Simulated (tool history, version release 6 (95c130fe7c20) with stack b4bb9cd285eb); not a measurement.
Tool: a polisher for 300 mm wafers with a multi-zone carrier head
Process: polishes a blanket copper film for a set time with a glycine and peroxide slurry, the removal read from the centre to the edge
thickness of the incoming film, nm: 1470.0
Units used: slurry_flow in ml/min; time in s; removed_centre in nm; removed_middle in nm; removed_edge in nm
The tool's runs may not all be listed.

run	day	slurry_flow	centre_zone	middle_zone	edge_zone	time	removed_centre	removed_middle	removed_edge
1	0.000	155	1.00	1.00	1.00	78	614.08	617.38	624.74
2	0.242	155	1.01	1.00	0.98	74	590.87	584.93	581.21
3	0.321	155	1.01	0.99	0.96	71	569.92	572.30	554.01
4	0.379	155	1.01	1.07	0.96	71	561.83	598.94	553.42
5	0.525	155	1.02	1.05	0.95	68	562.94	555.15	524.71
6	0.900	150	1.02	1.04	0.94	66	529.23	536.94	504.42
7	1.079	150	1.02	1.04	0.94	66	532.92	542.38	508.36

Run 8 is up next; what results do you expect?
8	1.442	140	1.05	0.96	0.85	46	?	?	?

{"run 8": {"removed_centre": 379.01, "removed_middle": 352.92, "removed_edge": 331.28}}
